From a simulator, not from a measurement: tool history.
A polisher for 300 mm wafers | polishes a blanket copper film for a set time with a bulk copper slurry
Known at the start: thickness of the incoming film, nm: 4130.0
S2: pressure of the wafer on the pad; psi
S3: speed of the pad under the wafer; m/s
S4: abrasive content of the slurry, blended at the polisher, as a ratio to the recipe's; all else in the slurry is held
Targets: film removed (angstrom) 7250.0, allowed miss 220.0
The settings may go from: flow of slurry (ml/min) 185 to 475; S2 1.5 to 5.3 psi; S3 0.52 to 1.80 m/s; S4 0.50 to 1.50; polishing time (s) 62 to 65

Run 1, hour 0.0: flow of slurry (ml/min) 305, S2 3.4 psi, S3 1.16 m/s, S4 1.00, polishing time (s) 62. Result: film removed (angstrom) 8406.4.
Run 2, hour 8.3: flow of slurry (ml/min) 305, S2 3.4 psi, S3 1.16 m/s, S4 1.20, polishing time (s) 62. Result: film removed (angstrom) 8612.9.
Run 3, hour 10.9: flow of slurry (ml/min) 340, S2 3.4 psi, S3 1.16 m/s, S4 1.20, polishing time (s) 62. Result: film removed (angstrom) 8777.6.
Run 4, hour 18.5: flow of slurry (ml/min) 335, S2 3.2 psi, S3 1.16 m/s, S4 1.20, polishing time (s) 62. Result: film removed (angstrom) 8451.7.
Run 5, hour 24.2: flow of slurry (ml/min) 335, S2 3.2 psi, S3 1.16 m/s, S4 1.20, polishing time (s) 62. Result: film removed (angstrom) 8324.0.
Run 6, hour 25.2: flow of slurry (ml/min) 325, S2 3.1 psi, S3 1.16 m/s, S4 1.20, polishing time (s) 62. Result: film removed (angstrom) 8040.6.
Run 7, hour 30.4: flow of slurry (ml/min) 315, S2 3.0 psi, S3 1.16 m/s, S4 1.20, polishing time (s) 62. Result: film removed (angstrom) 7984.0.
Run 8, hour 38.7: flow of slurry (ml/min) 315, S2 2.9 psi, S3 1.16 m/s, S4 1.20, polishing time (s) 62. Result: film removed (angstrom) 7751.9.
Run 9, hour 47.0: flow of slurry (ml/min) 315, S2 2.8 psi, S3 1.16 m/s, S4 1.20, polishing time (s) 62. Result: film removed (angstrom) 7691.0.
At hour 52.5: slurry blender recalibrated.
Run 10, hour 52.5: flow of slurry (ml/min) 315, S2 2.7 psi, S3 1.16 m/s, S4 1.20, polishing time (s) 62. Result: film removed (angstrom) 7817.0.
Run 11, hour 56.8: flow of slurry (ml/min) 315, S2 2.6 psi, S3 1.16 m/s, S4 1.20, polishing time (s) 62. Result: film removed (angstrom) 7528.9.

4 next moves are on the table. One of them brings every result within its allowed miss. Which?
Run A, hour 61.1: flow of slurry (ml/min) 330, S2 2.7 psi, S3 1.22 m/s, S4 1.20, polishing time (s) 62. Result: film removed (angstrom) ?.
Run B, hour 61.1: flow of slurry (ml/min) 230, S2 2.2 psi, S3 1.26 m/s, S4 1.10, polishing time (s) 63. Result: film removed (angstrom) ?.
Run C, hour 61.1: flow of slurry (ml/min) 370, S2 2.3 psi, S3 1.18 m/s, S4 1.35, polishing time (s) 64. Result: film removed (angstrom) ?.
Run D, hour 61.1: flow of slurry (ml/min) 330, S2 2.8 psi, S3 1.10 m/s, S4 1.25, polishing time (s) 65. Result: film removed (angstrom) ?.

move  film removed (angstrom)
   A                   8228.3
   B                   7297.9
   C                   7752.7
   D                   8028.0
A: further off than the last run
B: meets every target
C: further off than the last run
D: further off than the last run
The right move is B.

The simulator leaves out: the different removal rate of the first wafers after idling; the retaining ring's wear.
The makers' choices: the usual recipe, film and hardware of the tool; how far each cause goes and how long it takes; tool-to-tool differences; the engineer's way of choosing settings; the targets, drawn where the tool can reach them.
